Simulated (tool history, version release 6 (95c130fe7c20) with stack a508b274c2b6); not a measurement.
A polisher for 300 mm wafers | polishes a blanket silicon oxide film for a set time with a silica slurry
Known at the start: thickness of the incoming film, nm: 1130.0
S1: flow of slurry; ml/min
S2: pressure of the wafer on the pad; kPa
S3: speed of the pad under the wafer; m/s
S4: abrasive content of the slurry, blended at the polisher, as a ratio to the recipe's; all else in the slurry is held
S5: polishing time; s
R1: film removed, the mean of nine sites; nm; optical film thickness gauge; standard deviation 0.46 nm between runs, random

{"run": 1, "hour": 0.0, "S1": 270, "S2": 30.3, "S3": 1.12, "S4": 1, "S5": 22, "R1": 73.813}
{"run": 2, "hour": 0.6, "S1": 270, "S2": 29, "S3": 1.12, "S4": 1, "S5": 22, "R1": 71.185}
{"run": 3, "hour": 1.1, "S1": 270, "S2": 29, "S3": 1.38, "S4": 1, "S5": 22, "R1": 77.005}
{"run": 4, "hour": 5.7, "S1": 330, "S2": 29, "S3": 1.38, "S4": 1, "S5": 22, "R1": 78.148}
{"run": 5, "hour": 9.7, "S1": 330, "S2": 29, "S3": 1.38, "S4": 0.8, "S5": 22, "R1": 66.672}
{"run": 6, "hour": 13.9, "S1": 330, "S2": 27.6, "S3": 1.38, "S4": 0.8, "S5": 22, "R1": 64.048}
{"run": 7, "hour": 18.8, "S1": 330, "S2": 26.9, "S3": 1.38, "S4": 0.8, "S5": 22, "R1": 62.6}
{"run": 8, "hour": 23.6, "S1": 330, "S2": 26.2, "S3": 1.38, "S4": 0.8, "S5": 22, "R1": 60.105}
{"run": 9, "hour": 28.9, "S1": 330, "S2": 25.5, "S3": 1.38, "S4": 0.8, "S5": 22, "R1": 59.697}
{"run": 10, "hour": 31.6, "S1": 330, "S2": 24.8, "S3": 1.38, "S4": 0.8, "S5": 22, "R1": 58.349}
{"run": 11, "hour": 35.0, "S1": 330, "S2": 24.1, "S3": 1.38, "S4": 0.8, "S5": 22, "R1": 56.89}

Run 12 is up next; what results do you expect?
{"run": 12, "hour": 38.5, "S1": 330, "S2": 23.4, "S3": 1.38, "S4": 0.8, "S5": 22, "R1": "?"}

{"run 12": {"R1": 54.279}}
